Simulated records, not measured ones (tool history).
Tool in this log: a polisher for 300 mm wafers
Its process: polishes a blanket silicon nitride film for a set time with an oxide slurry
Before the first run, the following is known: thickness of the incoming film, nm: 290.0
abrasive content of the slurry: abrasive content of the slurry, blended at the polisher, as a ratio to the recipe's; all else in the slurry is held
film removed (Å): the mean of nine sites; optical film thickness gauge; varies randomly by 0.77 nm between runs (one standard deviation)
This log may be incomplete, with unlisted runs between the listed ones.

run	hour	flow of slurry (ml/min)	pressure of the wafer on the pad (kPa)	speed of the pad under the wafer (cm/s)	abrasive content of the slurry	polishing time (s)	film removed (Å)
1	0	140	30.3	118	1	68	503.17
2	8.3	125	30.3	118	1	68	502.85
3	13.1	125	34.5	118	1	68	541.28
4	17.4	155	34.5	118	1	68	553.83
5	21.8	155	35.2	118	1	68	559.34
6	30.3	155	35.9	118	1	68	580.3
7	32.2	155	36.5	118	1	68	593.99

What does the tool deliver on the next run?
8	34.6	155	37.2	118	1	68	?

film removed (Å): 583.69
